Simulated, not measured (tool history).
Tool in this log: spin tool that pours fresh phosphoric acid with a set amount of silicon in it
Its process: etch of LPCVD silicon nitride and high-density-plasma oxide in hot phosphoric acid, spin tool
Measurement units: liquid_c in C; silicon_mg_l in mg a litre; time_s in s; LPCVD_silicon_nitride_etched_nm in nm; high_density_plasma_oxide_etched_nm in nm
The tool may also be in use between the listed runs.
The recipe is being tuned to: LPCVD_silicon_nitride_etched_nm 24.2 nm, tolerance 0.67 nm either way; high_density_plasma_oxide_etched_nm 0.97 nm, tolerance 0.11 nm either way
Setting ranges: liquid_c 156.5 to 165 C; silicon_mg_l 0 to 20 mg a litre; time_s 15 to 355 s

run    day  liquid_c  silicon_mg_l  time_s  LPCVD_silicon_nitride_etched_nm  high_density_plasma_oxide_etched_nm
  1      0       160             9     180                           16.368                              0.76015
  2  0.242       160             9     120                           10.805                              0.54149
  3  0.467     160.5          11.5     150                           13.924                              0.62256
  4  0.825     161.5            13     165                            15.84                              0.72798
  5  1.188     161.5            13     100                           9.5427                              0.46406
  6  1.558     161.5            14     135                           12.884                              0.57624
  7  1.821       162            15     155                           15.053                              0.67014
  8   2.05     162.5            16     170                           16.648                              0.74476
  9  2.083     162.5            17     185                           18.413                              0.78923
 10  2.208     162.5          17.5     195                            19.17                              0.86725
 11  2.283       162            18     205                           19.902                              0.87451
 12  2.458     162.5          18.5     210                           20.631                              0.86746
 13  2.679     162.5            19     215                            21.43                              0.86371
 14   2.95       163          19.5     220                            22.14                              0.91426
 15  3.238       163          19.5     225                           22.693                              0.91627
 16  3.508     163.5          19.5     225                           22.919                              0.99341

4 candidate next runs follow, results not yet known. Just one meets every target within its allowed miss. Identify it.
  A  3.779       163            20     240                                ?                                    ?
  B  3.779       164            18     205                                ?                                    ?
  C  3.779     164.5            18     195                                ?                                    ?
  D  3.779       165          14.5     210                                ?                                    ?

move  LPCVD_silicon_nitride_etched_nm  high_density_plasma_oxide_etched_nm
   A                           24.023                               1.0055
   B                            21.21                              0.97664
   C                            20.51                              0.96337
   D                           22.453                               1.1775
A: all results in spec
B: the biggest miss grows against the last run
C: the biggest miss grows against the last run
D: the biggest miss grows against the last run
The right move is A.
